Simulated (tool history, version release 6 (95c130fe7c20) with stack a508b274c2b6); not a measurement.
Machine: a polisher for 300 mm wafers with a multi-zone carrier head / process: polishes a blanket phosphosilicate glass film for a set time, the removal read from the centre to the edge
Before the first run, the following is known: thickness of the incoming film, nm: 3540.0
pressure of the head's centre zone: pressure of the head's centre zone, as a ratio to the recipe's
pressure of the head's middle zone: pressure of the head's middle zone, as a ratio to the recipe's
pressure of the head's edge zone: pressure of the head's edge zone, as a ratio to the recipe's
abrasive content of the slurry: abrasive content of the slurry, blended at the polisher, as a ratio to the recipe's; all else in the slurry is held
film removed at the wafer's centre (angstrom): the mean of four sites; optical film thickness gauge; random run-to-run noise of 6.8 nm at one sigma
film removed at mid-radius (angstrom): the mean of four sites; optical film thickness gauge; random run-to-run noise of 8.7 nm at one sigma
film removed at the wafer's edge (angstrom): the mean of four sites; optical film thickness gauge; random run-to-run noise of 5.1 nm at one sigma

run  hour  flow of slurry (ml/min)  pressure of the head's centre zone  pressure of the head's middle zone  pressure of the head's edge zone  abrasive content of the slurry  polishing time (s)  film removed at the wafer's centre (angstrom)  film removed at mid-radius (angstrom)  film removed at the wafer's edge (angstrom)
  1     0                      255                                   1                                   1                                 1                               1                  72                                         5392.6                                 5026.6                                       5026.6
  2   1.8                      255                                1.04                                   1                                 1                               1                  72                                         5548.8                                 5131.8                                       5032.8
  3   7.3                      195                                1.04                                   1                                 1                               1                  72                                         5383.8                                 4836.8                                       4951.2
  4  15.4                      195                                0.99                                1.01                              1.05                             1.1                  72                                         5458.2                                 5379.9                                       5413.8
  5  18.2                      195                                0.99                                1.01                              1.05                             1.3                  72                                         6097.3                                 5834.8                                       5907.8
     20.7  -- centre zone pressure recalibrated
  6  20.7                      185                                0.96                                   1                              1.09                             1.3                  72                                         5385.6                                 5797.7                                       5992.6
  7  27.5                      185                                0.97                                0.99                              1.11                            1.35                  72                                         5679.5                                 5838.3                                       6219.6

Run 8 comes next. What will it give?
  8  33.5                      185                                0.97                                0.99                              1.13                            1.35                  72                                              ?                                      ?                                            ?

film removed at the wafer's centre (angstrom): 5641.1
film removed at mid-radius (angstrom): 5903.8
film removed at the wafer's edge (angstrom): 6170.2
